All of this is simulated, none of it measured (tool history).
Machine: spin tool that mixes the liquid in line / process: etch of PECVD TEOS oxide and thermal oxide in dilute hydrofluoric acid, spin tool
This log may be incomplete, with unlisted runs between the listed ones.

run,hour,temperature setpoint of the liquid (C),parts of water to one part of 49 % hydrofluoric acid (parts by volume),time under the liquid (s),thickness taken off the PECVD TEOS oxide on a monitor wafer (nm),thickness taken off the thermal oxide on a monitor wafer (nm)
1,0.0,21.0,180,180,12.4930,3.7784
2,7.7,24.0,180,180,14.1200,4.3691
3,10.2,24.0,180,125,9.7404,3.0318
4,17.4,24.0,180,160,12.6510,3.8271
5,26.4,22.0,180,160,11.4840,3.4895
6,32.8,22.0,145,160,15.0460,4.4940
7,33.5,21.0,160,160,13.0420,3.9407
8,37.2,20.0,170,160,11.5390,3.4967

Run 9 has not been measured yet. What should we expect?
9,37.7,19.5,175,160,?,?

Logged for run 9: thickness taken off the PECVD TEOS oxide on a monitor wafer (nm) 10.9000, thickness taken off the thermal oxide on a monitor wafer (nm) 3.3174.

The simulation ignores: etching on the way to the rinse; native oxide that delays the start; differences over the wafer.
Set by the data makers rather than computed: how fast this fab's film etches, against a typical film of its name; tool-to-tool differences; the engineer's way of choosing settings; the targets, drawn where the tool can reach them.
